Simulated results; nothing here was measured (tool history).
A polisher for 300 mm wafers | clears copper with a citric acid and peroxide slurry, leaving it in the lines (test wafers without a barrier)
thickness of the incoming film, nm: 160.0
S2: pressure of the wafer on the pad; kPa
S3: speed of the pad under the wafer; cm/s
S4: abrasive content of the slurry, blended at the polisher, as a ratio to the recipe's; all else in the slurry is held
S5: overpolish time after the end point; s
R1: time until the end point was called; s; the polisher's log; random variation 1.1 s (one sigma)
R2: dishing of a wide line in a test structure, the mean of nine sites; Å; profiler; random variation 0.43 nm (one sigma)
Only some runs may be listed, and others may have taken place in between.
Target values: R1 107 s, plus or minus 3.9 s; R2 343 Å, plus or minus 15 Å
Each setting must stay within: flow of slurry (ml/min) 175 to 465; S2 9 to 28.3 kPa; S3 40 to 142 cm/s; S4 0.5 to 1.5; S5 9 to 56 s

run 1 hour=0 | flow_of_slurry_(ml/min)=295 S2=18.6 S3=90 S4=1 S5=29 | R1=84.074 R2=306.63
run 2 hour=1.9 | flow_of_slurry_(ml/min)=295 S2=18.6 S3=90 S4=0.9 S5=29 | R1=87.014 R2=304.42
run 3 hour=3.7 | flow_of_slurry_(ml/min)=290 S2=17.9 S3=90 S4=0.9 S5=31 | R1=92.027 R2=301.19
run 4 hour=9.2 | flow_of_slurry_(ml/min)=285 S2=17.9 S3=90 S4=0.9 S5=33 | R1=89.554 R2=326.28
run 5 hour=13.5 | flow_of_slurry_(ml/min)=285 S2=17.2 S3=90 S4=0.9 S5=34 | R1=91.722 R2=323.83
run 6 hour=21.9 | flow_of_slurry_(ml/min)=285 S2=13.8 S3=90 S4=0.9 S5=34 | R1=116.57 R2=273.54
run 7 hour=29.6 | flow_of_slurry_(ml/min)=285 S2=13.8 S3=90 S4=0.9 S5=35 | R1=117.78 R2=272.57
run 8 hour=32.3 | flow_of_slurry_(ml/min)=285 S2=13.8 S3=90 S4=0.9 S5=36 | R1=117.44 R2=285.43
run 9 hour=38.2 | flow_of_slurry_(ml/min)=285 S2=15.9 S3=90 S4=0.9 S5=41 | R1=98.945 R2=344.19
run 10 hour=43.9 | flow_of_slurry_(ml/min)=285 S2=15.9 S3=90 S4=0.9 S5=42 | R1=101.17 R2=347.01

Pick the move, out of 5, that brings all results within their allowed miss; only one does.
run A hour=49.6 | flow_of_slurry_(ml/min)=180 S2=17.2 S3=90 S4=0.9 S5=41 | R1=? R2=?
run B hour=49.6 | flow_of_slurry_(ml/min)=275 S2=15.9 S3=84 S4=0.9 S5=43 | R1=? R2=?
run C hour=49.6 | flow_of_slurry_(ml/min)=375 S2=18.6 S3=70 S4=1.15 S5=35 | R1=? R2=?
run D hour=49.6 | flow_of_slurry_(ml/min)=195 S2=17.2 S3=96 S4=0.85 S5=38 | R1=? R2=?
run E hour=49.6 | flow_of_slurry_(ml/min)=245 S2=15.9 S3=100 S4=0.85 S5=39 | R1=? R2=?

move=A R1=98.419 R2=349.8
move=B R1=106.66 R2=340.54
move=C R1=97.646 R2=314.34
move=D R1=93.326 R2=343.92
move=E R1=95.071 R2=344.44
A: misses by more than the last run did
B: every result within its allowed miss
C: misses by more than the last run did
D: misses by more than the last run did
E: misses by more than the last run did
So the answer is move B, the one that meets all the targets.
